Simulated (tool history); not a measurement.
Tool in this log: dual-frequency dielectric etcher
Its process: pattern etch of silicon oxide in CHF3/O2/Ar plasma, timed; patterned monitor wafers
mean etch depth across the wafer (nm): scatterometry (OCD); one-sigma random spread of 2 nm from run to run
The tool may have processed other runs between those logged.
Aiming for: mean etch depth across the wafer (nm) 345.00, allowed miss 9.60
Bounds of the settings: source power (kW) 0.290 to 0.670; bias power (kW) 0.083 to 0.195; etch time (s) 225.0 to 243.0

run,hour,source power (kW),bias power (kW),etch time (s),mean etch depth across the wafer (nm)
1,0.0,0.480,0.139,243.0,391.86
2,9.1,0.480,0.149,243.0,406.89
3,15.5,0.450,0.146,242.5,391.97
4,18.1,0.530,0.146,242.5,417.82
5,26.0,0.500,0.142,242.0,401.33
6,32.3,0.420,0.142,242.0,376.84
7,37.5,0.400,0.140,241.5,371.69
8,46.4,0.390,0.138,241.0,360.64
9,52.2,0.380,0.137,241.0,359.35

Pick the move, out of 5, that brings all results within their allowed miss; only one does.
A,58.0,0.470,0.143,225.0,?
B,58.0,0.470,0.134,234.5,?
C,58.0,0.340,0.142,238.0,?
D,58.0,0.420,0.143,239.5,?
E,58.0,0.430,0.138,239.5,?

move,mean etch depth across the wafer (nm)
A,368.00
B,374.61
C,345.24
D,375.94
E,374.27
A: misses by more than the last run did
B: misses by more than the last run did
C: all results in spec
D: misses by more than the last run did
E: misses by more than the last run did
Correct choice: C, which meets every target
